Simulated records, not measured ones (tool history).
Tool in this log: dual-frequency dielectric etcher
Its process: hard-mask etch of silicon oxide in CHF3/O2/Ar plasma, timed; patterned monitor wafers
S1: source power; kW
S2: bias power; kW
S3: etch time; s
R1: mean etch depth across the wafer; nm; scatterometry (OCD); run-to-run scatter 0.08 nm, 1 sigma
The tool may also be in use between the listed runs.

run,day,S1,S2,S3,R1
1,0,0.66,0.231,10.5,23.226
2,0.325,0.55,0.231,10.5,20.798
3,0.638,0.44,0.231,10.5,17.585
4,0.954,0.4,0.231,10.5,16.213
5,1.121,0.4,0.231,10.5,16.25
6,1.246,0.42,0.232,10.5,17.074
7,1.571,0.43,0.232,10.5,17.338
8,1.758,0.54,0.244,10.5,20.828
9,1.892,0.53,0.244,10.5,20.686
10,1.983,0.52,0.244,10.5,20.378
11,2.058,0.51,0.244,10.5,20.084
12,2.429,0.5,0.244,10.5,19.897

Estimate the outcome of run 13 from the log above:
13,2.479,0.49,0.244,10.5,?

R1: 19.513 nm

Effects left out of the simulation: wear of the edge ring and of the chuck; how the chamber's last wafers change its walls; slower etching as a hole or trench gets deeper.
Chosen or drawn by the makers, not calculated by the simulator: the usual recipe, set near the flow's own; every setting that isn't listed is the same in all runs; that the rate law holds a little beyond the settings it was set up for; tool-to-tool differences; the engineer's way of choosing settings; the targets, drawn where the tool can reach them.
